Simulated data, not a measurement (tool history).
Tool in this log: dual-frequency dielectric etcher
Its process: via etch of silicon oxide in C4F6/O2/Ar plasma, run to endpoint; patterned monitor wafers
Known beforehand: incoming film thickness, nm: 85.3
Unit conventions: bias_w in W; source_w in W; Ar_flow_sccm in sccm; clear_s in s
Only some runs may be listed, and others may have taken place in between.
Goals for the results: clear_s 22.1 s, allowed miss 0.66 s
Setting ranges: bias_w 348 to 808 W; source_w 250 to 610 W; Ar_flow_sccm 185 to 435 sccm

run,day,bias_w,source_w,Ar_flow_sccm,clear_s
1,0,578,430,310,18.222
2,0.167,551,420,313,18.164
3,0.35,551,470,313,17.893
4,0.375,590,470,313,17.438
5,0.45,590,510,313,17.109
6,0.575,590,560,313,16.662
7,0.858,553,530,323,17.466
8,1.171,521,510,333,18.057
9,1.429,494,490,341,18.55
10,1.475,471,470,349,19.129
11,1.717,452,460,355,19.73
12,1.971,437,450,359,20.028
13,2.304,424,440,363,20.102
14,2.571,412,430,368,20.888

Below are 5 possible settings for the next run. Only one of them brings all results inside the allowed miss of their targets. Which is it?
A,2.838,363,430,435,?
B,2.838,348,320,358,?
C,2.838,348,280,397,?
D,2.838,348,340,435,?
E,2.838,348,280,398,?

move,clear_s
A,22.263
B,23.432
C,24.218
D,23.647
E,24.224
A: every result lands within tolerance
B: takes the biggest miss from the last run beyond its target
C: takes the biggest miss from the last run beyond its target
D: takes the biggest miss from the last run beyond its target
E: takes the biggest miss from the last run beyond its target
A is the move that brings every result within its allowed miss.

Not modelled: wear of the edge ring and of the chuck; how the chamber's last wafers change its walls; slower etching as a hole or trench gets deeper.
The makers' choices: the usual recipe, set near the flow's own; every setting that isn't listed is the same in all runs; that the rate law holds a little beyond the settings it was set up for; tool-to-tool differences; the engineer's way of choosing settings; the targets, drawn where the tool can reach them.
